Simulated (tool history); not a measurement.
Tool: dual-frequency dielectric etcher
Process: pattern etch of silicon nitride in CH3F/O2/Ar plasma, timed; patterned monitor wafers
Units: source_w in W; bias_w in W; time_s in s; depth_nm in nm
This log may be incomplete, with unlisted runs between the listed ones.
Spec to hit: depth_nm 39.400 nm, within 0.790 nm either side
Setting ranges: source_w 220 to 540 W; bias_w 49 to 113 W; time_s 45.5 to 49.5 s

{"run": 1, "day": 0.0, "source_w": 380, "bias_w": 81, "time_s": 49.5, "depth_nm": 34.907}
{"run": 2, "day": 0.033, "source_w": 400, "bias_w": 82, "time_s": 49.5, "depth_nm": 36.149}
{"run": 3, "day": 0.092, "source_w": 410, "bias_w": 82, "time_s": 49.5, "depth_nm": 36.424}
{"run": 4, "day": 0.358, "source_w": 410, "bias_w": 95, "time_s": 49.5, "depth_nm": 37.442}
{"run": 5, "day": 0.55, "source_w": 420, "bias_w": 95, "time_s": 49.5, "depth_nm": 37.867}
{"run": 6, "day": 0.717, "source_w": 350, "bias_w": 95, "time_s": 49.5, "depth_nm": 34.376}
{"run": 7, "day": 0.925, "source_w": 370, "bias_w": 96, "time_s": 49.5, "depth_nm": 35.666}
{"run": 8, "day": 1.092, "source_w": 390, "bias_w": 97, "time_s": 49.5, "depth_nm": 36.711}
{"run": 9, "day": 1.162, "source_w": 400, "bias_w": 97, "time_s": 49.5, "depth_nm": 37.123}
{"run": 10, "day": 1.471, "source_w": 410, "bias_w": 97, "time_s": 49.5, "depth_nm": 37.605}

Next run, 4 choices. One meets every target within its allowed miss, the rest don't. Which?
{"run": "A", "day": 1.779, "source_w": 420, "bias_w": 98, "time_s": 48.5, "depth_nm": "?"}
{"run": "B", "day": 1.779, "source_w": 470, "bias_w": 101, "time_s": 47.5, "depth_nm": "?"}
{"run": "C", "day": 1.779, "source_w": 400, "bias_w": 97, "time_s": 47.0, "depth_nm": "?"}
{"run": "D", "day": 1.779, "source_w": 370, "bias_w": 100, "time_s": 49.5, "depth_nm": "?"}

move=A depth_nm=37.458
move=B depth_nm=39.065
move=C depth_nm=35.324
move=D depth_nm=35.976
A: lands further from the targets than the last run did
B: every result lands within tolerance
C: lands further from the targets than the last run did
D: lands further from the targets than the last run did
The right move is B.
